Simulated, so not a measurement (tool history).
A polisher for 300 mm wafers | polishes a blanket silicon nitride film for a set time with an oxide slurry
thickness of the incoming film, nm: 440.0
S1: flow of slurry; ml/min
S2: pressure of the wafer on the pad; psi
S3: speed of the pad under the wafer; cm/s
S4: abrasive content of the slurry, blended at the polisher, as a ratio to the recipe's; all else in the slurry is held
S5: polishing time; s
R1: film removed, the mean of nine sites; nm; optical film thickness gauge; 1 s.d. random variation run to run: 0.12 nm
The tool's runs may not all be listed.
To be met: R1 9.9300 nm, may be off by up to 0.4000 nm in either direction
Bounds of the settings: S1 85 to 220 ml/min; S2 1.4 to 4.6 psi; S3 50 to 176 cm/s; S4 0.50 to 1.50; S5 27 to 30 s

run	hour	S1	S2	S3	S4	S5	R1
1	0.0	140	3.0	112	1.00	30	15.7160
2	5.2	140	2.8	112	1.00	30	14.9660
3	6.0	140	2.6	112	1.00	30	13.6620
4	9.2	140	2.6	112	1.15	30	14.5510
5	10.5	140	2.4	112	1.15	30	13.2050
6	13.1	140	2.4	112	1.15	30	13.2250
7	13.9	140	2.4	112	1.15	30	13.4720
8	17.4	140	2.2	112	1.15	30	12.0340
9	20.7	140	2.1	112	1.15	30	11.8530
10	26.6	125	1.5	110	1.15	30	8.1269
11	29.8	135	1.5	110	1.15	30	8.2186
12	37.5	140	1.5	110	1.15	30	8.5819
13	40.2	145	1.5	110	1.15	30	8.6040
14	47.1	150	1.5	110	1.15	30	8.5126
15	54.5	155	1.6	110	1.15	30	9.1000
16	56.6	160	1.6	110	1.15	30	9.1338
17	58.4	165	1.6	110	1.15	30	8.9322

4 next moves are on the table. One of them brings every result within its allowed miss. Which?
A	60.2	190	1.9	86	1.30	28	?
B	60.2	170	1.5	136	1.10	28	?
C	60.2	130	1.6	104	1.30	30	?
D	60.2	170	1.8	102	1.20	30	?

move	R1
A	9.1716
B	9.4026
C	8.9027
D	10.0500
A: an improvement on the last run, though not all results are within tolerance
B: an improvement on the last run, though not all results are within tolerance
C: no nearer and no further than the last run
D: every result lands within tolerance
Answer: D
